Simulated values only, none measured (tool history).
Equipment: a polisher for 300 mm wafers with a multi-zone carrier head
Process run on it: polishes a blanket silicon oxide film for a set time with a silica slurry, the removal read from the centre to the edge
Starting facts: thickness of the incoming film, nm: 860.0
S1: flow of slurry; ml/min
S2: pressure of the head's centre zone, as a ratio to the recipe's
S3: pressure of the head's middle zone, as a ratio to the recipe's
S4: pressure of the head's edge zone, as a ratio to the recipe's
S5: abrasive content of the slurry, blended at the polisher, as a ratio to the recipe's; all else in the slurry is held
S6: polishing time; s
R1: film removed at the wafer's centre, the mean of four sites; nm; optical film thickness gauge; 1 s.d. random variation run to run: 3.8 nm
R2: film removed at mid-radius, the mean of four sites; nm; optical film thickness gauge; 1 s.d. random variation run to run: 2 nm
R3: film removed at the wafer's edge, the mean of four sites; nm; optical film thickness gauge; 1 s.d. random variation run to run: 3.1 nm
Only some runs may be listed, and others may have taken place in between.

{"run": 1, "hour": 0.0, "S1": 245, "S2": 1, "S3": 1, "S4": 1, "S5": 1, "S6": 74, "R1": 240.44, "R2": 240.54, "R3": 241.21}
{"run": 2, "hour": 7.6, "S1": 250, "S2": 1, "S3": 0.99, "S4": 1.03, "S5": 1.1, "S6": 74, "R1": 257.07, "R2": 255.81, "R3": 260.56}
{"run": 3, "hour": 11.3, "S1": 255, "S2": 0.99, "S3": 0.98, "S4": 1.06, "S5": 1.15, "S6": 74, "R1": 267.15, "R2": 259.2, "R3": 269.4}
{"run": 4, "hour": 12.5, "S1": 225, "S2": 0.99, "S3": 0.98, "S4": 1.06, "S5": 1.15, "S6": 74, "R1": 257.31, "R2": 252, "R3": 267.38}
{"run": 5, "hour": 15.7, "S1": 195, "S2": 0.99, "S3": 0.98, "S4": 1.06, "S5": 1.15, "S6": 74, "R1": 253.68, "R2": 250.13, "R3": 264.66}
{"run": 6, "hour": 20.7, "S1": 195, "S2": 0.99, "S3": 0.98, "S4": 1.06, "S5": 1.15, "S6": 59, "R1": 204.25, "R2": 197.99, "R3": 210.24}
{"run": 7, "hour": 27.9, "S1": 195, "S2": 0.98, "S3": 0.98, "S4": 1.08, "S5": 1.2, "S6": 62, "R1": 213.23, "R2": 214.32, "R3": 228.33}
{"run": 8, "hour": 33.8, "S1": 195, "S2": 0.98, "S3": 0.98, "S4": 1.1, "S5": 1.25, "S6": 64, "R1": 226.43, "R2": 224.24, "R3": 245.42}
{"run": 9, "hour": 41.8, "S1": 205, "S2": 0.98, "S3": 0.99, "S4": 1.12, "S5": 1.3, "S6": 65, "R1": 237.67, "R2": 237.45, "R3": 255.11}
{"run": 10, "hour": 46.0, "S1": 210, "S2": 0.98, "S3": 0.98, "S4": 1.13, "S5": 1.35, "S6": 66, "R1": 246.15, "R2": 247.97, "R3": 265.46}
{"run": 11, "hour": 48.1, "S1": 210, "S2": 0.98, "S3": 0.97, "S4": 1.14, "S5": 1.4, "S6": 67, "R1": 252.44, "R2": 248.45, "R3": 270.48}

What does the tool deliver on the next run?
{"run": 12, "hour": 54.2, "S1": 205, "S2": 0.98, "S3": 0.97, "S4": 1.15, "S5": 1.4, "S6": 69, "R1": "?", "R2": "?", "R3": "?"}

{"run 12": {"R1": 261.01, "R2": 256.68, "R3": 285.43}}

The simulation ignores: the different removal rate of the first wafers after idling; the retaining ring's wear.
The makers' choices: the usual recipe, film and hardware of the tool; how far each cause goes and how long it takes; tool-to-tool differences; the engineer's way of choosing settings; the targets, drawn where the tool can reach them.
